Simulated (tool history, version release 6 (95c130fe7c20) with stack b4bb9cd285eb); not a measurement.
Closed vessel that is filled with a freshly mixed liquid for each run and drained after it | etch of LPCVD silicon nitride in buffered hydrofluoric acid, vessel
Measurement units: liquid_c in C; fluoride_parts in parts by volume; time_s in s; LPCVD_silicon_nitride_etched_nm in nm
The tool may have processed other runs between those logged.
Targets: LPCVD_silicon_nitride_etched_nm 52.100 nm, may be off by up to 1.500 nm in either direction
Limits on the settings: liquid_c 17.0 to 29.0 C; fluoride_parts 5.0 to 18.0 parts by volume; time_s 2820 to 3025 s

run,hour,liquid_c,fluoride_parts,time_s,LPCVD_silicon_nitride_etched_nm
1,0.0,21.0,11.0,2820,32.818
2,7.1,18.5,11.0,2820,28.314
3,15.6,18.5,9.0,2820,33.647
4,16.2,18.5,6.0,2820,50.721
5,21.9,18.5,5.0,2820,58.424
6,26.1,18.5,5.0,2820,59.324
7,31.8,18.0,5.0,2820,57.535
8,35.5,17.0,5.5,2820,49.463
9,36.5,17.0,5.5,2820,50.106

5 candidate next runs follow, results not yet known. Just one meets every target within its allowed miss. Identify it.
A,37.5,17.5,6.5,2935,?
B,37.5,17.0,5.0,2850,?
C,37.5,18.5,6.5,2820,?
D,37.5,19.5,6.5,2935,?
E,37.5,17.0,6.0,2905,?

move,LPCVD_silicon_nitride_etched_nm
A,46.403
B,54.789
C,47.183
D,51.950
E,47.847
A: further off than the last run
B: pushes the last run's worst result past its target
C: further off than the last run
D: every result within its allowed miss
E: further off than the last run
So the answer is move D, the one that meets all the targets.
